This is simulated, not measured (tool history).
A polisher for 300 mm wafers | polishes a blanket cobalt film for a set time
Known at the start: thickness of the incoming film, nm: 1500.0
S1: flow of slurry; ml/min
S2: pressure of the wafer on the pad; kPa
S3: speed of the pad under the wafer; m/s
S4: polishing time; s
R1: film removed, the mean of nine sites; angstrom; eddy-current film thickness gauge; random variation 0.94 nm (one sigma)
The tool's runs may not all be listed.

run 1 hour=0 | S1=150 S2=9.7 S3=0.76 S4=95 | R1=2186.1
run 2 hour=2.6 | S1=150 S2=9.7 S3=0.76 S4=100 | R1=2265.5
run 3 hour=6.3 | S1=140 S2=8.3 S3=0.76 S4=100 | R1=1996.7
run 4 hour=6.9 | S1=140 S2=8.3 S3=0.7 S4=100 | R1=1882
run 5 hour=8.1 | S1=135 S2=7.6 S3=0.7 S4=100 | R1=1771.7
run 6 hour=10.7 | S1=115 S2=7.6 S3=0.7 S4=100 | R1=1680.2
run 7 hour=13.7 | S1=110 S2=6.9 S3=0.7 S4=100 | R1=1554.1

Forecast run 8:
run 8 hour=16.6 | S1=105 S2=6.9 S3=0.7 S4=100 | R1=?

{"run 8": {"R1": 1538}}

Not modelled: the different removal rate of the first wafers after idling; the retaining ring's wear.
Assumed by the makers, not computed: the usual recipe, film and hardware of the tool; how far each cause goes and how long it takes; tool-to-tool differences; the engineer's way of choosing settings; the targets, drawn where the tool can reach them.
